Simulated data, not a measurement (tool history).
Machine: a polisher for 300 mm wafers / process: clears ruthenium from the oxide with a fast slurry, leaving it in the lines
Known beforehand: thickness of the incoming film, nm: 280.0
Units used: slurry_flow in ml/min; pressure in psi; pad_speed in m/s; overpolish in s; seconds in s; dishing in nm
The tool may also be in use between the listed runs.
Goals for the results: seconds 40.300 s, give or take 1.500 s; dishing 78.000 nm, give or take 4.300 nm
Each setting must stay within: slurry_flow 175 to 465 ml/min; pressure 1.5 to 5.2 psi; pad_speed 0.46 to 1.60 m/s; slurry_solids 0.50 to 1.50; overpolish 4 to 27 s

Run 1, hour 0.0: slurry_flow 295 ml/min, pressure 3.3 psi, pad_speed 1.02 m/s, slurry_solids 1.00, overpolish 14 s. Result: seconds 60.001 s, dishing 47.395 nm.
Run 2, hour 1.9: slurry_flow 255 ml/min, pressure 3.3 psi, pad_speed 1.02 m/s, slurry_solids 1.00, overpolish 14 s. Result: seconds 60.410 s, dishing 46.515 nm.
Run 3, hour 8.4: slurry_flow 255 ml/min, pressure 3.5 psi, pad_speed 1.02 m/s, slurry_solids 1.00, overpolish 14 s. Result: seconds 57.765 s, dishing 48.595 nm.
Run 4, hour 10.8: slurry_flow 255 ml/min, pressure 3.2 psi, pad_speed 1.02 m/s, slurry_solids 1.00, overpolish 14 s. Result: seconds 62.350 s, dishing 45.511 nm.
Run 5, hour 19.2: slurry_flow 320 ml/min, pressure 3.2 psi, pad_speed 1.02 m/s, slurry_solids 1.00, overpolish 14 s. Result: seconds 60.656 s, dishing 46.698 nm.
Run 6, hour 24.9: slurry_flow 320 ml/min, pressure 3.4 psi, pad_speed 1.02 m/s, slurry_solids 1.00, overpolish 14 s. Result: seconds 57.432 s, dishing 49.929 nm.
Run 7, hour 33.2: slurry_flow 325 ml/min, pressure 3.6 psi, pad_speed 1.02 m/s, slurry_solids 1.00, overpolish 14 s. Result: seconds 54.238 s, dishing 51.823 nm.
Run 8, hour 40.8: slurry_flow 325 ml/min, pressure 3.8 psi, pad_speed 1.02 m/s, slurry_solids 1.00, overpolish 14 s. Result: seconds 51.630 s, dishing 55.713 nm.
Run 9, hour 49.0: slurry_flow 325 ml/min, pressure 3.9 psi, pad_speed 1.02 m/s, slurry_solids 1.00, overpolish 14 s. Result: seconds 51.201 s, dishing 54.430 nm.
Run 10, hour 57.5: slurry_flow 325 ml/min, pressure 3.9 psi, pad_speed 1.02 m/s, slurry_solids 1.00, overpolish 14 s. Result: seconds 50.200 s, dishing 55.607 nm.
Run 11, hour 64.8: slurry_flow 325 ml/min, pressure 4.0 psi, pad_speed 1.02 m/s, slurry_solids 1.00, overpolish 14 s. Result: seconds 49.396 s, dishing 56.410 nm.

Exercise: of the 5 proposed moves below, exactly one satisfies all targets within the stated allowed misses. Which move is it?
Run A, hour 72.1: slurry_flow 310 ml/min, pressure 3.8 psi, pad_speed 0.84 m/s, slurry_solids 1.00, overpolish 14 s. Result: seconds ?, dishing ?.
Run B, hour 72.1: slurry_flow 340 ml/min, pressure 3.3 psi, pad_speed 0.90 m/s, slurry_solids 0.90, overpolish 25 s. Result: seconds ?, dishing ?.
Run C, hour 72.1: slurry_flow 285 ml/min, pressure 3.8 psi, pad_speed 1.18 m/s, slurry_solids 1.25, overpolish 17 s. Result: seconds ?, dishing ?.
Run D, hour 72.1: slurry_flow 275 ml/min, pressure 5.0 psi, pad_speed 1.00 m/s, slurry_solids 0.85, overpolish 19 s. Result: seconds ?, dishing ?.
Run E, hour 72.1: slurry_flow 390 ml/min, pressure 3.8 psi, pad_speed 1.32 m/s, slurry_solids 0.95, overpolish 21 s. Result: seconds ?, dishing ?.

move  seconds  dishing
   A   61.672   44.729
   B   68.809   66.663
   C   40.187   75.275
   D   44.340   76.037
   E   40.044   88.660
A: moves away from the targets compared with the last run
B: moves away from the targets compared with the last run
C: hits every target within its allowed miss
D: gains on the last run, yet a result remains outside its allowed miss
E: gets the furthest-off result to its target, but another result is out of tolerance
C meets every target.

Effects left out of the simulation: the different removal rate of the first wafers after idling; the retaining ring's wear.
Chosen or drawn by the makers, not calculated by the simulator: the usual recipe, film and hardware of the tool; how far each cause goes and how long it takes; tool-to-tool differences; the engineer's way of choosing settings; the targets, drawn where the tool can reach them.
